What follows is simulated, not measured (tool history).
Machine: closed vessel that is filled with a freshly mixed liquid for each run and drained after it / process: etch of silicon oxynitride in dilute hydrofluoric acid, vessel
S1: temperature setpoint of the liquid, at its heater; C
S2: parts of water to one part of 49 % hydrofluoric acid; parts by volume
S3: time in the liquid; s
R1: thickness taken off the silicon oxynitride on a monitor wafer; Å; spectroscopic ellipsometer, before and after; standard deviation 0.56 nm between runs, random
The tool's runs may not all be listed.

run 1 hour=0.0 | S1=23.0 S2=65 S3=1675 | R1=879.71
run 2 hour=5.9 | S1=24.5 S2=65 S3=1675 | R1=950.81
run 3 hour=14.2 | S1=25.5 S2=65 S3=1675 | R1=993.49
run 4 hour=19.6 | S1=25.5 S2=65 S3=1675 | R1=989.67
run 5 hour=23.6 | S1=23.5 S2=65 S3=1675 | R1=901.12
run 6 hour=24.2 | S1=23.5 S2=55 S3=1675 | R1=1071.30
run 7 hour=30.8 | S1=24.5 S2=55 S3=1675 | R1=1124.30

Run 8 is up next; what results do you expect?
run 8 hour=37.0 | S1=25.0 S2=55 S3=1675 | R1=?

R1: 1158.90 Å
